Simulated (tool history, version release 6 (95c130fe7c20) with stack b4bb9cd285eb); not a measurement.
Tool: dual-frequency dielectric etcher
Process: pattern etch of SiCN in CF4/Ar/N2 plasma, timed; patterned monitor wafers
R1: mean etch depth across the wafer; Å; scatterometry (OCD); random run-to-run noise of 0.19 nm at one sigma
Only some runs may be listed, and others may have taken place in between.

Run 1, hour 0: source power (W) 340, bias power (W) 86, Ar flow (sccm) 130, CF4 flow (sccm) 66, etch time (s) 54. Result: R1 373.08 Å.
Run 2, hour 4.7: source power (W) 340, bias power (W) 96, Ar flow (sccm) 130, CF4 flow (sccm) 66, etch time (s) 54. Result: R1 390.23 Å.
Run 3, hour 13: source power (W) 330, bias power (W) 96, Ar flow (sccm) 130, CF4 flow (sccm) 66, etch time (s) 54. Result: R1 381.21 Å.
Run 4, hour 16.2: source power (W) 330, bias power (W) 96, Ar flow (sccm) 130, CF4 flow (sccm) 60, etch time (s) 54. Result: R1 372.87 Å.
Run 5, hour 18.9: source power (W) 330, bias power (W) 96, Ar flow (sccm) 130, CF4 flow (sccm) 60, etch time (s) 50.5. Result: R1 347.86 Å.
Run 6, hour 19.7: source power (W) 330, bias power (W) 96, Ar flow (sccm) 109, CF4 flow (sccm) 60, etch time (s) 50.5. Result: R1 356.14 Å.
Run 7, hour 22.7: source power (W) 320, bias power (W) 96, Ar flow (sccm) 109, CF4 flow (sccm) 60, etch time (s) 50.5. Result: R1 340 Å.

Predict the results of run 8:
Run 8, hour 30: source power (W) 310, bias power (W) 96, Ar flow (sccm) 109, CF4 flow (sccm) 60, etch time (s) 50.5. Result: R1 ?.

R1: 332.8 Å

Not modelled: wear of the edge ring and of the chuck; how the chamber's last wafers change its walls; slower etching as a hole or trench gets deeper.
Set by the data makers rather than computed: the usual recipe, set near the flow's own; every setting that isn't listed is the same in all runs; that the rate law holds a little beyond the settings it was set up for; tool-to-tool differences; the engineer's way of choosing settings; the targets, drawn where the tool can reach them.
